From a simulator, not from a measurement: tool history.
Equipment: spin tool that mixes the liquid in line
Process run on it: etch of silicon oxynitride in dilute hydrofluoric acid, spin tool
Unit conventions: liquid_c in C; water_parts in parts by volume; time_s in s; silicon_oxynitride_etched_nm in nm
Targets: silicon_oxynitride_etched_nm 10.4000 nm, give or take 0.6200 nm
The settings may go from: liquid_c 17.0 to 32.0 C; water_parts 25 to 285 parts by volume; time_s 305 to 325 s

run 1 hour=0.0 | liquid_c=24.0 water_parts=155 time_s=305 | silicon_oxynitride_etched_nm=3.5014
run 2 hour=5.6 | liquid_c=24.0 water_parts=155 time_s=305 | silicon_oxynitride_etched_nm=3.3109
run 3 hour=10.1 | liquid_c=24.0 water_parts=155 time_s=325 | silicon_oxynitride_etched_nm=3.6638
run 4 hour=18.8 | liquid_c=25.5 water_parts=130 time_s=325 | silicon_oxynitride_etched_nm=4.7550
run 5 hour=20.4 | liquid_c=25.5 water_parts=130 time_s=305 | silicon_oxynitride_etched_nm=4.5995
run 6 hour=28.2 | liquid_c=25.5 water_parts=130 time_s=305 | silicon_oxynitride_etched_nm=4.4604
run 7 hour=29.4 | liquid_c=26.5 water_parts=115 time_s=305 | silicon_oxynitride_etched_nm=5.4575
run 8 hour=37.4 | liquid_c=27.5 water_parts=105 time_s=305 | silicon_oxynitride_etched_nm=6.1356
run 9 hour=43.4 | liquid_c=28.5 water_parts=95 time_s=305 | silicon_oxynitride_etched_nm=7.3677
run 10 hour=46.6 | liquid_c=29.0 water_parts=90 time_s=305 | silicon_oxynitride_etched_nm=7.7466
run 11 hour=51.0 | liquid_c=29.5 water_parts=85 time_s=305 | silicon_oxynitride_etched_nm=8.5026
run 12 hour=53.7 | liquid_c=30.0 water_parts=85 time_s=305 | silicon_oxynitride_etched_nm=8.7909
run 13 hour=60.7 | liquid_c=30.5 water_parts=85 time_s=305 | silicon_oxynitride_etched_nm=8.6434

Exactly one of the 5 candidate moves below puts every result within its allowed miss. Which one?
run A hour=67.7 | liquid_c=30.0 water_parts=105 time_s=305 | silicon_oxynitride_etched_nm=?
run B hour=67.7 | liquid_c=30.5 water_parts=90 time_s=325 | silicon_oxynitride_etched_nm=?
run C hour=67.7 | liquid_c=32.0 water_parts=70 time_s=325 | silicon_oxynitride_etched_nm=?
run D hour=67.7 | liquid_c=31.5 water_parts=75 time_s=325 | silicon_oxynitride_etched_nm=?
run E hour=67.7 | liquid_c=29.5 water_parts=75 time_s=325 | silicon_oxynitride_etched_nm=?

move=A silicon_oxynitride_etched_nm=7.1265
move=B silicon_oxynitride_etched_nm=9.2013
move=C silicon_oxynitride_etched_nm=12.9340
move=D silicon_oxynitride_etched_nm=11.7370
move=E silicon_oxynitride_etched_nm=10.7170
A: its largest miss is bigger than the last run's
B: nearer than the last run, and not there yet
C: pushes the last run's worst result past its target
D: pushes the last run's worst result past its target
E: in spec on every target
The move that meets every target is E.
